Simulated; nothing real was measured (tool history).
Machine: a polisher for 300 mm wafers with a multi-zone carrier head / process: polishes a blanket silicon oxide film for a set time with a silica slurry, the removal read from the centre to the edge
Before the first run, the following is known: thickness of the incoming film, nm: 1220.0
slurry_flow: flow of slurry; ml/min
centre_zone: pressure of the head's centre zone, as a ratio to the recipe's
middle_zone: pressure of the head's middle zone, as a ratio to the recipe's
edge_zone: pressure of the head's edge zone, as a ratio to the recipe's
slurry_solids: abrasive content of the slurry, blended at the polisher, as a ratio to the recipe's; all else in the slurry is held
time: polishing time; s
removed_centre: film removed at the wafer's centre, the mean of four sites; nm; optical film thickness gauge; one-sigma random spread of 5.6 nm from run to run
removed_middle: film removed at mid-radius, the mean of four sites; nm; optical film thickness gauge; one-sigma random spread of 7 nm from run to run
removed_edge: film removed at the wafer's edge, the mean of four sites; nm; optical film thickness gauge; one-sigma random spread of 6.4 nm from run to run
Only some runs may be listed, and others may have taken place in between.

run  hour  slurry_flow  centre_zone  middle_zone  edge_zone  slurry_solids  time  removed_centre  removed_middle  removed_edge
  1   0.0          225         1.00         1.00       1.00           1.00    83          387.85          400.21        404.95
  2   8.3          235         1.02         1.04       0.99           1.10    83          416.01          434.13        431.50
  3  14.9          245         1.04         1.07       0.95           1.15    84          434.89          455.92        437.70
  4  19.2          255         1.06         1.10       0.92           1.20    85          453.32          482.40        447.56
  5  24.7          265         1.08         1.12       0.90           1.25    86          475.46          517.77        450.31
  6  30.7          265         1.08         1.12       0.90           1.15    86          459.97          494.81        450.56
  7  32.0          275         1.09         1.14       0.91           1.25    86          477.98          526.54        453.99
  8  35.2          275         1.10         1.14       0.91           1.30    87          494.27          541.71        470.97
  9  40.4          315         1.16         1.19       0.87           1.50    88          564.63          596.31        495.75
     47.0  -- edge zone pressure recalibrated
 10  47.0          315         1.15         1.19       0.86           1.50    89          562.26          614.09        472.90
 11  53.1          315         1.15         1.19       0.87           1.50    89          561.44          610.71        471.45
 12  56.0          315         1.15         1.19       0.87           1.50    89          562.14          608.00        480.53
 13  64.3          315         1.15         1.19       0.88           1.50    89          573.30          603.20        472.01

Expected results for the next run?
 14  67.4          305         1.15         1.18       0.87           1.50    90               ?               ?             ?

{"run 14": {"removed_centre": 569.27, "removed_middle": 610.12, "removed_edge": 479.95}}
